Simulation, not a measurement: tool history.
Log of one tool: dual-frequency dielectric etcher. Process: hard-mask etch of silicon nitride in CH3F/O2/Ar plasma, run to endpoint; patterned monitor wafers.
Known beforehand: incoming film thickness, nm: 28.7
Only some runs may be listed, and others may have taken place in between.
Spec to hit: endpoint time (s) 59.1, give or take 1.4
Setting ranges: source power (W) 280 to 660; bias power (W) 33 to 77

run,hour,source power (W),bias power (W),endpoint time (s)
1,0,470,55,45.828
2,7.3,440,53,47.692
3,8.6,440,57,46.384
4,14.7,420,55,47.913
5,18.5,400,53,49.528
6,24.9,470,53,46.164
7,33.5,440,51,48.292
8,41.4,420,50,49.388
# hour 50.4: wet clean of the chamber
9,50.4,400,49,52.529
10,52.9,390,49,53.072
11,56.2,380,49,54.052
12,62.2,280,46,63.79
13,70.5,290,46,62.936
14,76,300,46,61.817
15,78,350,47,56.513

Exercise: of the 5 proposed moves below, exactly one satisfies all targets within the stated allowed misses. Which move is it?
A,80,370,53,?
B,80,370,40,?
C,80,290,47,?
D,80,320,57,?
E,80,300,43,?

move,endpoint time (s)
A,52.867
B,59.08
C,61.836
D,54.71
E,63.12
A: lands further from the targets than the last run did
B: every result within its allowed miss
C: moves the result that the last run missed by most past its target, out the other side
D: lands further from the targets than the last run did
E: moves the result that the last run missed by most past its target, out the other side
The right move is B.
